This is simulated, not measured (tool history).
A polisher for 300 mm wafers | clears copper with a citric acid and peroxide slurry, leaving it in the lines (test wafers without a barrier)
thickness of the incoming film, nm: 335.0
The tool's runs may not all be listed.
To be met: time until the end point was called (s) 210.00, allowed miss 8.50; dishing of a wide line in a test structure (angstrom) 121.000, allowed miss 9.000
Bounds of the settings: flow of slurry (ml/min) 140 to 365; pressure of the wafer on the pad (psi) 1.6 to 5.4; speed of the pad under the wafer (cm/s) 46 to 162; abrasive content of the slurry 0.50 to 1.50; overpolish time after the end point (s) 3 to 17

run,day,flow of slurry (ml/min),pressure of the wafer on the pad (psi),speed of the pad under the wafer (cm/s),abrasive content of the slurry,overpolish time after the end point (s),time until the end point was called (s),dishing of a wide line in a test structure (angstrom)
1,0.000,235,3.5,104,1.00,9,148.04,138.360
2,0.329,235,3.5,104,1.00,11,149.47,163.970
3,0.571,235,3.3,104,1.00,11,158.24,151.420
4,0.833,255,3.3,104,1.00,11,157.51,162.010
5,1.054,255,3.3,104,1.15,11,152.98,162.850
6,1.108,255,2.6,104,1.15,11,189.47,125.360
7,1.450,250,2.2,102,1.15,12,226.19,119.380
8,1.821,255,2.2,102,1.15,12,225.17,120.280

Which of these 5 next moves meets every target?
A,2.192,160,2.2,102,1.45,10,?,?
B,2.192,265,2.0,124,1.05,11,?,?
C,2.192,180,1.9,122,1.15,11,?,?
D,2.192,255,2.2,118,1.15,13,?,?
E,2.192,275,2.3,94,0.90,14,?,?

move,time until the end point was called (s),dishing of a wide line in a test structure (angstrom)
A,229.85,96.916
B,209.88,114.840
C,230.70,105.170
D,197.32,141.640
E,248.14,123.290
A: further off than the last run
B: meets every target
C: further off than the last run
D: takes the result that was furthest off past its target
E: further off than the last run
The right move is B.
